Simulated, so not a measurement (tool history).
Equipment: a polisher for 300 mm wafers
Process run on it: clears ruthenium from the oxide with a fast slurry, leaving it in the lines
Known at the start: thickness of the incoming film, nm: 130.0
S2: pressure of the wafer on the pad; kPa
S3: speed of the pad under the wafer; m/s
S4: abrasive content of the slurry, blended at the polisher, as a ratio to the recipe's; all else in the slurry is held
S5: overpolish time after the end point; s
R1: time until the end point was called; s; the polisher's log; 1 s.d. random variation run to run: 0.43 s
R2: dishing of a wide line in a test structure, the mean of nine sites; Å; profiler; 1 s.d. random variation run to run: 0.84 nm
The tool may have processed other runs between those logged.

Run 1, hour 0.0: flow of slurry (ml/min) 215, S2 13.8 kPa, S3 0.76 m/s, S4 1.0, S5 15 s. Result: R1 58.775 s, R2 256.93 Å.
Run 2, hour 3.1: flow of slurry (ml/min) 215, S2 14.5 kPa, S3 0.76 m/s, S4 1.0, S5 16 s. Result: R1 57.035 s, R2 277.83 Å.
Run 3, hour 5.7: flow of slurry (ml/min) 215, S2 17.2 kPa, S3 0.76 m/s, S4 1.0, S5 16 s. Result: R1 47.724 s, R2 323.66 Å.
Run 4, hour 13.4: flow of slurry (ml/min) 215, S2 17.2 kPa, S3 0.76 m/s, S4 1.0, S5 17 s. Result: R1 47.435 s, R2 342.96 Å.
Run 5, hour 18.5: flow of slurry (ml/min) 215, S2 19.3 kPa, S3 0.76 m/s, S4 1.0, S5 17 s. Result: R1 42.541 s, R2 382.91 Å.
Run 6, hour 21.7: flow of slurry (ml/min) 215, S2 19.3 kPa, S3 0.76 m/s, S4 1.0, S5 22 s. Result: R1 42.985 s, R2 457.35 Å.

Run 7 has not been measured yet. What should we expect?
Run 7, hour 23.0: flow of slurry (ml/min) 220, S2 20.7 kPa, S3 0.76 m/s, S4 1.0, S5 24 s. Result: R1 ?, R2 ?.

{"run 7": {"R1": 39.441, "R2": 536.59}}

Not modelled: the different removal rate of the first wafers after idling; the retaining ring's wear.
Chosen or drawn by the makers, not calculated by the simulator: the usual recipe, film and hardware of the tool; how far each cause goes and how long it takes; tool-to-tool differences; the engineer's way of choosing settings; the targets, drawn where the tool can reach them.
